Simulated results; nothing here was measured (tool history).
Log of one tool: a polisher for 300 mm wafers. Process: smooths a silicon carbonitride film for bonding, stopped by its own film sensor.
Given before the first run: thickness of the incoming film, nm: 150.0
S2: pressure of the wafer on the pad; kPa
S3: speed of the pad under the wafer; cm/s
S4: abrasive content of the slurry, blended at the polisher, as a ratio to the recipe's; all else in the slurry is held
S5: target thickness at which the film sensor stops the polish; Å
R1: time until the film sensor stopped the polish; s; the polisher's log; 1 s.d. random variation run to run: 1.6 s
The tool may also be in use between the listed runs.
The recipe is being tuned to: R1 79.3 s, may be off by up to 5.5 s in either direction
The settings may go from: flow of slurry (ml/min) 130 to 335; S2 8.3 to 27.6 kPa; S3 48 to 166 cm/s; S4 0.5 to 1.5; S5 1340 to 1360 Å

{"run": 1, "hour": 0.0, "flow of slurry (ml/min)": 215, "S2": 17.9, "S3": 106, "S4": 1, "S5": 1340, "R1": 52.748}
{"run": 2, "hour": 7.6, "flow of slurry (ml/min)": 260, "S2": 17.9, "S3": 106, "S4": 1, "S5": 1340, "R1": 52.165}
{"run": 3, "hour": 8.1, "flow of slurry (ml/min)": 260, "S2": 17.9, "S3": 106, "S4": 1.2, "S5": 1340, "R1": 49.566}
{"run": 4, "hour": 9.4, "flow of slurry (ml/min)": 260, "S2": 17.9, "S3": 106, "S4": 1.15, "S5": 1340, "R1": 50.155}
{"run": 5, "hour": 16.4, "flow of slurry (ml/min)": 260, "S2": 15.2, "S3": 106, "S4": 1.15, "S5": 1340, "R1": 60.314}
{"run": 6, "hour": 23.0, "flow of slurry (ml/min)": 260, "S2": 15.2, "S3": 106, "S4": 1.15, "S5": 1360, "R1": 52.359}
{"run": 7, "hour": 26.4, "flow of slurry (ml/min)": 260, "S2": 15.2, "S3": 106, "S4": 1.15, "S5": 1360, "R1": 53.496}
{"run": 8, "hour": 30.3, "flow of slurry (ml/min)": 260, "S2": 15.2, "S3": 106, "S4": 1.15, "S5": 1360, "R1": 53.029}
{"run": 9, "hour": 35.6, "flow of slurry (ml/min)": 260, "S2": 14.5, "S3": 106, "S4": 1.15, "S5": 1360, "R1": 55.976}
{"run": 10, "hour": 42.5, "flow of slurry (ml/min)": 260, "S2": 13.8, "S3": 106, "S4": 1.15, "S5": 1360, "R1": 58.717}
{"run": 11, "hour": 49.9, "flow of slurry (ml/min)": 260, "S2": 13.1, "S3": 106, "S4": 1.15, "S5": 1360, "R1": 61.532}
{"run": 12, "hour": 52.7, "flow of slurry (ml/min)": 260, "S2": 12.4, "S3": 106, "S4": 1.15, "S5": 1360, "R1": 65.308}

Of the 5 settings listed for the next run, only one would bring every result within its allowed miss of target. Which one?
{"run": "A", "hour": 55.5, "flow of slurry (ml/min)": 265, "S2": 11, "S3": 88, "S4": 1.2, "S5": 1340, "R1": "?"}
{"run": "B", "hour": 55.5, "flow of slurry (ml/min)": 310, "S2": 17.2, "S3": 102, "S4": 1.3, "S5": 1360, "R1": "?"}
{"run": "C", "hour": 55.5, "flow of slurry (ml/min)": 230, "S2": 9.7, "S3": 104, "S4": 1.3, "S5": 1340, "R1": "?"}
{"run": "D", "hour": 55.5, "flow of slurry (ml/min)": 275, "S2": 11, "S3": 108, "S4": 1.15, "S5": 1340, "R1": "?"}
{"run": "E", "hour": 55.5, "flow of slurry (ml/min)": 290, "S2": 11.7, "S3": 108, "S4": 1.4, "S5": 1360, "R1": "?"}

move=A R1=90.597
move=B R1=44.849
move=C R1=90.984
move=D R1=79.478
move=E R1=61.47
A: carries the result that was furthest off beyond its target, to the other side
B: misses by more than the last run did
C: carries the result that was furthest off beyond its target, to the other side
D: in spec on every target
E: misses by more than the last run did
The move that meets every target is D.
